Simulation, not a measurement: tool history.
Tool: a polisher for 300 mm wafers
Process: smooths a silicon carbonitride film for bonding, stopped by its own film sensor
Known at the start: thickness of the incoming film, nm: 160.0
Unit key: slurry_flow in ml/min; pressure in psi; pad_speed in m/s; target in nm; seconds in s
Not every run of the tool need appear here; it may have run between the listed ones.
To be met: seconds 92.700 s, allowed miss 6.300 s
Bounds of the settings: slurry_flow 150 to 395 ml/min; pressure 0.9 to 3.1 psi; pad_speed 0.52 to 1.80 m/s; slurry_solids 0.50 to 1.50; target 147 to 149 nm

| run | hour | slurry_flow | pressure | pad_speed | slurry_solids | target | seconds |
|---|---|---|---|---|---|---|---|
| 1 | 0.0 | 250 | 2.0 | 1.16 | 1.00 | 147 | 54.475 |
| 2 | 9.0 | 250 | 2.0 | 1.34 | 1.00 | 147 | 47.869 |
| 3 | 17.8 | 250 | 2.0 | 1.18 | 1.00 | 147 | 52.643 |
| 4 | 22.3 | 250 | 1.7 | 1.18 | 1.00 | 147 | 62.592 |
| 5 | 24.4 | 250 | 1.5 | 1.16 | 1.00 | 147 | 70.140 |
| 6 | 31.6 | 250 | 1.4 | 1.14 | 1.00 | 147 | 77.826 |
|  | 36.3 | slurry nozzle cleaned |
| 7 | 36.3 | 250 | 1.3 | 1.14 | 1.00 | 147 | 75.701 |
| 8 | 43.8 | 250 | 1.2 | 1.12 | 1.00 | 147 | 83.311 |

Pick the move, out of 5, that brings all results within their allowed miss; only one does.
| A | 51.3 | 260 | 1.1 | 1.28 | 0.90 | 148 | ? |
| B | 51.3 | 230 | 1.0 | 1.20 | 1.10 | 147 | ? |
| C | 51.3 | 215 | 1.0 | 1.26 | 0.85 | 149 | ? |
| D | 51.3 | 250 | 1.2 | 1.20 | 0.95 | 147 | ? |
| E | 51.3 | 340 | 1.1 | 1.18 | 0.95 | 148 | ? |

| move | seconds |
|---|---|
| A | 76.129 |
| B | 89.316 |
| C | 81.007 |
| D | 78.644 |
| E | 77.509 |
A: moves away from the targets compared with the last run
B: meets every target
C: moves away from the targets compared with the last run
D: moves away from the targets compared with the last run
E: moves away from the targets compared with the last run
Move B is the one to make.

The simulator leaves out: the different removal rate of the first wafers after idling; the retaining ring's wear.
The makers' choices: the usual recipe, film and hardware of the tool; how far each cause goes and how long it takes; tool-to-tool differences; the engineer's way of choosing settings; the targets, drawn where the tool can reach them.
